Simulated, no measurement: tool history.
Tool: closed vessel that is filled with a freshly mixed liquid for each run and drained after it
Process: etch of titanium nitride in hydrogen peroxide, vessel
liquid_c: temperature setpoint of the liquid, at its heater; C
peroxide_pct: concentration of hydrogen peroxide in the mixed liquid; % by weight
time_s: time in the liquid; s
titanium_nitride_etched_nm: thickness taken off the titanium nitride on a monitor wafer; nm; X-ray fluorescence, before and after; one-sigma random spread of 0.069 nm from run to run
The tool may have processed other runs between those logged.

run 1 hour=0.0 | liquid_c=49.0 peroxide_pct=22.0 time_s=110 | titanium_nitride_etched_nm=4.5934
run 2 hour=7.8 | liquid_c=45.5 peroxide_pct=22.0 time_s=110 | titanium_nitride_etched_nm=3.5582
run 3 hour=12.0 | liquid_c=47.0 peroxide_pct=22.0 time_s=110 | titanium_nitride_etched_nm=3.9895
run 4 hour=13.7 | liquid_c=48.5 peroxide_pct=22.0 time_s=110 | titanium_nitride_etched_nm=4.3883
run 5 hour=21.1 | liquid_c=50.0 peroxide_pct=22.0 time_s=110 | titanium_nitride_etched_nm=5.0152
run 6 hour=30.0 | liquid_c=51.0 peroxide_pct=22.0 time_s=110 | titanium_nitride_etched_nm=5.2389
run 7 hour=37.1 | liquid_c=52.0 peroxide_pct=22.0 time_s=110 | titanium_nitride_etched_nm=5.7064

Run 8 is up next; what results do you expect?
run 8 hour=45.9 | liquid_c=60.0 peroxide_pct=22.5 time_s=110 | titanium_nitride_etched_nm=?

titanium_nitride_etched_nm: 9.8348 nm
